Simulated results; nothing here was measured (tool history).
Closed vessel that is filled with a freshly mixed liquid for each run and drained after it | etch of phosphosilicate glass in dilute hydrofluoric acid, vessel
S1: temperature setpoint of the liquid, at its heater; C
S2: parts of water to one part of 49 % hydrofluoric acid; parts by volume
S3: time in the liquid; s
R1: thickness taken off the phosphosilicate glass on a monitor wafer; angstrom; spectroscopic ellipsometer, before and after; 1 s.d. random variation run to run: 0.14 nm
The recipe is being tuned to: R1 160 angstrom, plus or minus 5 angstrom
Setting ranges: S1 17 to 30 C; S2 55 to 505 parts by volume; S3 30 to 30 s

run  hour    S1   S2  S3      R1
  1     0    22  280  30  101.95
  2     4    24  265  30  118.36
  3  10.8    24  175  30  198.28
  4  18.9    24   90  30   424.2
  5  27.3  22.5  125  30  271.25
  6  32.9    21  135  30  237.61
  7  40.1    20  145  30  208.34
  8  41.7    19  150  30  196.34
  9  42.4    19  150  30  194.63
 10  45.5  18.5  155  30  184.82
 11  48.9    17  180  30  144.01
 12  51.4  17.5  180  30  147.87
 13  52.8    18  180  30  148.47

Below are 5 possible settings for the next run. Only one of them brings all results inside the allowed miss of their targets. Which is it?
  A  54.2    18  195  30   ?
  B  54.2    19  200  30   ?
  C  54.2    17  185  30   ?
  D  54.2    19  175  30   ?
  E  54.2  18.5  160  30   ?

move      R1
   A  137.03
   B   138.3
   C   140.1
   D  161.95
   E  176.23
A: moves away from the targets compared with the last run
B: moves away from the targets compared with the last run
C: moves away from the targets compared with the last run
D: in spec on every target
E: takes the result that was furthest off past its target
The move that meets every target is D.

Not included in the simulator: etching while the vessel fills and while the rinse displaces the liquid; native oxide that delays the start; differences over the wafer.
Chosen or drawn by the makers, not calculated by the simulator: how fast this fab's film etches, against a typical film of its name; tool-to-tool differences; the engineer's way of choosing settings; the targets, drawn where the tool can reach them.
